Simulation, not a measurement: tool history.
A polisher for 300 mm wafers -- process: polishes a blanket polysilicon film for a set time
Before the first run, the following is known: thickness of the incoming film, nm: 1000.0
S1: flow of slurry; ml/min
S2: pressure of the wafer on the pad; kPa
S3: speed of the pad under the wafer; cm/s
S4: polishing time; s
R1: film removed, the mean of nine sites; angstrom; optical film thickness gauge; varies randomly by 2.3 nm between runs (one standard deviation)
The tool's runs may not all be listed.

| run | hour | S1 | S2 | S3 | S4 | R1 |
|---|---|---|---|---|---|---|
| 1 | 0 | 155 | 20 | 104 | 29 | 2455.4 |
| 2 | 2.6 | 155 | 24.1 | 104 | 29 | 2869 |
| 3 | 3.3 | 125 | 24.1 | 104 | 29 | 2722.3 |
| 4 | 7.3 | 125 | 24.1 | 114 | 29 | 2976.1 |
| 5 | 13.2 | 125 | 24.1 | 104 | 29 | 2689.5 |
| 6 | 20.5 | 135 | 24.1 | 104 | 29 | 2740.3 |

Run 7 comes next. What will it give?
| 7 | 27.5 | 145 | 24.8 | 104 | 29 | ? |

Logged for run 7: R1 2927 angstrom.
